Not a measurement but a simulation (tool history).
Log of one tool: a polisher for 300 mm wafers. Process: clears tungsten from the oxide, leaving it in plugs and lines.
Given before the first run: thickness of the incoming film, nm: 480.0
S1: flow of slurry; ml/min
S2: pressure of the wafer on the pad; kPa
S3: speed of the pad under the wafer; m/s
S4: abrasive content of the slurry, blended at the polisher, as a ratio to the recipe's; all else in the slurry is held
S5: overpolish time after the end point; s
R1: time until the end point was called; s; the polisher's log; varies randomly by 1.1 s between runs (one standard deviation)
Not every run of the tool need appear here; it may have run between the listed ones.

run  hour   S1  S2    S3    S4  S5      R1
  1     0  315  31  1.32     1   9  69.169
  2     9  315  31  1.32   0.8   9  72.355
  3    12  315  31     1   0.8   9  90.923
  4  15.6  315  31     1   0.8   9  89.012
  5  23.9  315  31     1  0.95   9  89.279
  6  31.3  315  31  1.18  0.95   9  76.754

Run 7 comes next. What will it give?
  7  33.5  315  27.6  1.18  0.95   9   ?

For run 7 the tool returned R1 81.771 s.

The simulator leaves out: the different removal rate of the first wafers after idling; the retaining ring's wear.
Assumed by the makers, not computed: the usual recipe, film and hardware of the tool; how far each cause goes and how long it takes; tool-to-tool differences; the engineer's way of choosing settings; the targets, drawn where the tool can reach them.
